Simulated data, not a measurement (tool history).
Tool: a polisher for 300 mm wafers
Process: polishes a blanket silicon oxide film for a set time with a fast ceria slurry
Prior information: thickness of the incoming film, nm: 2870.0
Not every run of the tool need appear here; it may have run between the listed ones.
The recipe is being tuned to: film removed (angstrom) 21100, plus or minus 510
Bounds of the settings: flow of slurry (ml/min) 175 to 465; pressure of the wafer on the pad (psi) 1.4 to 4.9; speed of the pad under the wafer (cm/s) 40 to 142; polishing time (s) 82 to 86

run,hour,flow of slurry (ml/min),pressure of the wafer on the pad (psi),speed of the pad under the wafer (cm/s),polishing time (s),film removed (angstrom)
1,0.0,295,3.1,90,82,13943
2,5.4,295,3.1,110,82,16483
3,9.6,295,3.1,98,82,14916
4,10.3,295,2.7,98,82,13159
5,14.6,325,2.7,98,82,13317
6,20.9,325,2.7,82,82,11553
7,28.7,335,3.3,82,82,14222
8,30.7,355,3.6,82,82,15374
9,39.5,355,3.9,82,82,16830
10,40.7,355,3.9,82,82,16679
11,47.6,355,3.9,82,82,16709
12,48.8,360,4.1,82,82,17881
13,51.0,365,4.3,82,82,18589
14,57.3,375,4.4,82,82,18704

Below are 5 possible settings for the next run. Only one of them brings all results inside the allowed miss of their targets. Which is it?
A,63.6,390,4.9,80,84,?
B,63.6,380,4.5,92,86,?
C,63.6,400,3.7,92,82,?
D,63.6,335,4.9,84,86,?
E,63.6,385,4.7,70,82,?

move,film removed (angstrom)
A,21193
B,22062
C,17440
D,22203
E,18064
A: hits every target within its allowed miss
B: carries the result that was furthest off beyond its target, to the other side
C: further off than the last run
D: carries the result that was furthest off beyond its target, to the other side
E: further off than the last run
A is the move that brings every result within its allowed miss.
